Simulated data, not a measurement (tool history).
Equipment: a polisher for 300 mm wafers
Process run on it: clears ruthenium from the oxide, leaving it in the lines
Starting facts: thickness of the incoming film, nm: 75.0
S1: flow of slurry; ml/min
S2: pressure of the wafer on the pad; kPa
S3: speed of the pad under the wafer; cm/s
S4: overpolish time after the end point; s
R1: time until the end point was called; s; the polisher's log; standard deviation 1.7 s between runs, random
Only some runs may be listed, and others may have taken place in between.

run	day	S1	S2	S3	S4	R1
1	0	165	13.8	92	48	92.909
2	0.142	165	13.8	92	48	94.159
3	0.233	165	13.8	76	48	112.89
4	0.354	165	13.8	76	51	109.34
5	0.438	165	13.8	76	51	113.23
6	0.5	160	12.4	76	51	124.3

The next listed run, before its measurement:
7	0.608	155	11.7	76	51	?

R1: 134.98 s
